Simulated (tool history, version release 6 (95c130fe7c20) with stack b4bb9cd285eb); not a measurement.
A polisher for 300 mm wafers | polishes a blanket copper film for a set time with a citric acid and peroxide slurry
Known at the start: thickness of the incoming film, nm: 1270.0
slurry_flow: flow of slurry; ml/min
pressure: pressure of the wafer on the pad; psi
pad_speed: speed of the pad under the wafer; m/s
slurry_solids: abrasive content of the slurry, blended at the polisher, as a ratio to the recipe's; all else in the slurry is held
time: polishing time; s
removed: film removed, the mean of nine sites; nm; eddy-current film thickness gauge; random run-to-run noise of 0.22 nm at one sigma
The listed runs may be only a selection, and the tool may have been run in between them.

run  hour  slurry_flow  pressure  pad_speed  slurry_solids  time  removed
  1     0          260       2.6       0.78              1    28   35.951
  2   4.1          260       2.6       0.78              1    25   31.393
  3   8.7          255       2.5       0.78              1    25   30.977
  4  17.5          255       2.5       0.62              1    25   24.832
  5    19          255       2.5       0.46              1    25    18.87
  6  21.3          315       2.5       0.46              1    25   18.997
  7  26.3          315       2.7       0.46              1    25   19.979
  8  28.6          315       2.9       0.46              1    25   20.965
  9  34.9          325       3.6       0.48              1    25    24.73
 10  38.5          325       3.7        0.5              1    25   26.044
 11    44          325       3.8        0.5              1    25    26.72

Expected results for the next run?
 12  46.8          325       3.8        0.5              1    25        ?

removed: 26.47 nm
